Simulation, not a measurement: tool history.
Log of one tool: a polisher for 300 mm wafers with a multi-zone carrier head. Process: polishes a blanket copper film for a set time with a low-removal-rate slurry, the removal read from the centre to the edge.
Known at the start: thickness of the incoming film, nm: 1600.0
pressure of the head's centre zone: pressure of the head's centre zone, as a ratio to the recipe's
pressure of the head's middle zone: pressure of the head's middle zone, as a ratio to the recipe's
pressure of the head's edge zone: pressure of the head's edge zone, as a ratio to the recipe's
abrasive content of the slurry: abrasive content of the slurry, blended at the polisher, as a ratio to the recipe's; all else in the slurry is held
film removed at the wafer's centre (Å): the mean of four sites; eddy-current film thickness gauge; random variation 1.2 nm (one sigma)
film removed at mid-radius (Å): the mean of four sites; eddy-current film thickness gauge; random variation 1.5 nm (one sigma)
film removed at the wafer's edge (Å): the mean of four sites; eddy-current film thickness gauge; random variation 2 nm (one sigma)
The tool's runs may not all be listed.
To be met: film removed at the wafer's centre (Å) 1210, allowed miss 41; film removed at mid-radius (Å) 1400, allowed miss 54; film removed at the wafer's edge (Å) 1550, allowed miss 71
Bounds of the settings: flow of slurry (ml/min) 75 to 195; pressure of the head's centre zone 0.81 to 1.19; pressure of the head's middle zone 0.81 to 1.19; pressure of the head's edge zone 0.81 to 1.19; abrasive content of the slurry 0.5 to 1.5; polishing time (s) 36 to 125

run  hour  flow of slurry (ml/min)  pressure of the head's centre zone  pressure of the head's middle zone  pressure of the head's edge zone  abrasive content of the slurry  polishing time (s)  film removed at the wafer's centre (Å)  film removed at mid-radius (Å)  film removed at the wafer's edge (Å)
  1     0                      125                                   1                                   1                                 1                               1                  80                                  3002.4                            3006                                2996.3
  2   4.1                      125                                   1                                   1                              1.04                               1                  80                                  3044.1                          2983.9                                3132.4
  3   9.5                      125                                0.96                                   1                              1.04                               1                  80                                    2871                          2998.8                                3080.2
  4  10.5                      115                                0.93                                0.98                              1.03                             0.9                  72                                  2342.5                          2491.4                                2601.8
  5  13.1                      115                                0.93                                1.06                              1.03                             0.9                  72                                  2375.9                          2694.4                                2707.3
  6  21.4                      110                                0.91                                1.03                              1.02                             0.8                  67                                  2032.3                          2287.1                                2309.9
  7  28.2                      105                                0.89                                1.01                              1.03                            0.75                  64                                  1847.9                          2098.2                                2139.9
  8    34                      100                                0.87                                0.99                              1.04                             0.7                  61                                  1615.4                          1879.9                                1976.5
  9  42.5                      100                                0.87                                0.99                              1.04                             0.7                  61                                  1624.4                          1930.1                                2018.6
 10  49.6                       95                                0.86                                0.96                              1.03                            0.65                  60                                  1512.2                          1711.8                                1906.5
 11    51                       95                                0.86                                0.96                              1.03                            0.65                  60                                  1504.8                            1762                                1870.1
 12    57                       90                                0.85                                0.93                              1.02                             0.6                  60                                  1411.3                          1586.8                                  1804
 13  63.2                       90                                0.84                                0.93                                 1                             0.6                  59                                  1373.1                          1592.9                                1748.5
 14  65.5                       90                                0.83                                0.92                              0.98                             0.6                  59                                  1338.8                          1548.4                                1705.7
 15  69.2                       90                                0.83                                0.91                              0.97                             0.6                  59                                  1368.9                          1520.6                                  1715
 16  69.8                       85                                0.83                                0.91                              0.96                             0.6                  59                                  1318.8                          1537.4                                1670.4
 17  78.6                       85                                0.83                                 0.9                              0.95                             0.6                  59                                    1333                          1496.6                                1689.8
 18  80.2                       85                                0.83                                 0.9                              0.94                             0.6                  59                                  1316.8                          1505.9                                1673.5
 19  88.7                       75                                0.81                                0.88                               0.9                             0.5                  57                                  1080.7                          1230.5                                1395.9
 20  92.3                       80                                0.81                                0.89                              0.91                             0.5                  57                                  1127.2                            1297                                  1438

Which of these 4 next moves meets every target?
  A  95.9                       75                                0.81                                   1                              0.84                             0.5                  65                                       ?                               ?                                     ?
  B  95.9                       75                                0.83                                0.91                              1.01                            0.65                  50                                       ?                               ?                                     ?
  C  95.9                       85                                0.81                                0.89                              0.92                            0.55                  57                                       ?                               ?                                     ?
  D  95.9                       95                                0.82                                0.92                              0.86                            0.55                  58                                       ?                               ?                                     ?

move  film removed at the wafer's centre (Å)  film removed at mid-radius (Å)  film removed at the wafer's edge (Å)
   A                                  1228.2                          1529.6                                1565.8
   B                                  1090.5                          1235.5                                1475.6
   C                                  1201.4                          1360.3                                1551.9
   D                                  1298.2                          1477.5                                1574.1
A: brings the result that was furthest off to its target, and leaves another outside
B: further off than the last run
C: meets every target
D: takes the result that was furthest off past its target
Move C is the one to make.
